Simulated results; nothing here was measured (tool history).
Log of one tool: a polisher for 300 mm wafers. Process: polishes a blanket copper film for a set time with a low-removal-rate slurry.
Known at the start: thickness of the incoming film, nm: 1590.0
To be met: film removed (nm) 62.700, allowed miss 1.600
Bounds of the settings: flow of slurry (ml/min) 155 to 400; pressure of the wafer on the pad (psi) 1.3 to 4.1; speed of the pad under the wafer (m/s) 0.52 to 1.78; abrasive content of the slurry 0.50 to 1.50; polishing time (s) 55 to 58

run,day,flow of slurry (ml/min),pressure of the wafer on the pad (psi),speed of the pad under the wafer (m/s),abrasive content of the slurry,polishing time (s),film removed (nm)
1,0.000,255,2.7,1.14,1.00,55,143.590
2,0.038,255,2.7,1.14,1.00,58,152.170
3,0.096,255,2.5,1.08,1.00,58,134.180
4,0.462,310,2.5,1.08,1.00,58,135.850
5,0.550,310,2.3,1.02,1.00,58,119.100
6,0.758,310,2.3,1.02,1.00,58,120.470
7,0.975,310,2.1,0.96,1.00,58,103.450
8,1.092,310,2.0,0.94,1.00,58,96.536
9,1.225,305,1.9,0.92,1.00,58,90.036
10,1.292,295,1.8,0.90,1.00,58,83.647

4 next moves are on the table. One of them brings every result within its allowed miss. Which?
A,1.358,300,1.7,0.76,0.90,58,?
B,1.358,280,1.7,0.70,1.05,55,?
C,1.358,205,1.7,0.82,0.80,55,?
D,1.358,305,1.7,0.70,0.90,55,?

move,film removed (nm)
A,66.762
B,59.715
C,64.100
D,58.618
A: nearer than the last run, and not there yet
B: takes the result that was furthest off past its target
C: meets every target
D: takes the result that was furthest off past its target
Move C is the one to make.

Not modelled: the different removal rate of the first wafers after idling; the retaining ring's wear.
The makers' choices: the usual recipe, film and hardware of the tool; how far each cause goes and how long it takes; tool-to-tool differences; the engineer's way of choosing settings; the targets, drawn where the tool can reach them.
